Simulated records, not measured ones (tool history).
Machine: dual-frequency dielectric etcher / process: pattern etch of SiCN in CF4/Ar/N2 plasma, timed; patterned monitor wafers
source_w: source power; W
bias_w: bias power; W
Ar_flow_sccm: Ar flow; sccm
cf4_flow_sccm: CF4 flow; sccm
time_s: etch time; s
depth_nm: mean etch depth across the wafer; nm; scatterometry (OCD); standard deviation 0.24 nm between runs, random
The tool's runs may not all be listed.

| run | hour | source_w | bias_w | Ar_flow_sccm | cf4_flow_sccm | time_s | depth_nm |
|---|---|---|---|---|---|---|---|
| 1 | 0.0 | 580 | 85 | 74 | 71 | 75.5 | 88.239 |
| 2 | 2.7 | 580 | 85 | 74 | 65 | 75.5 | 88.066 |
| 3 | 4.2 | 650 | 85 | 74 | 65 | 75.5 | 96.120 |
| 4 | 10.0 | 600 | 84 | 74 | 65 | 75.5 | 89.921 |
| 5 | 14.4 | 560 | 83 | 74 | 65 | 75.5 | 83.860 |
| 6 | 15.7 | 490 | 83 | 74 | 65 | 75.5 | 75.631 |
| 7 | 19.1 | 480 | 83 | 74 | 65 | 75.5 | 74.684 |
| 8 | 25.3 | 470 | 83 | 74 | 65 | 75.5 | 73.004 |

Run 9 comes next. What will it give?
| 9 | 27.8 | 460 | 83 | 74 | 65 | 75.5 | ? |

depth_nm: 71.667 nm

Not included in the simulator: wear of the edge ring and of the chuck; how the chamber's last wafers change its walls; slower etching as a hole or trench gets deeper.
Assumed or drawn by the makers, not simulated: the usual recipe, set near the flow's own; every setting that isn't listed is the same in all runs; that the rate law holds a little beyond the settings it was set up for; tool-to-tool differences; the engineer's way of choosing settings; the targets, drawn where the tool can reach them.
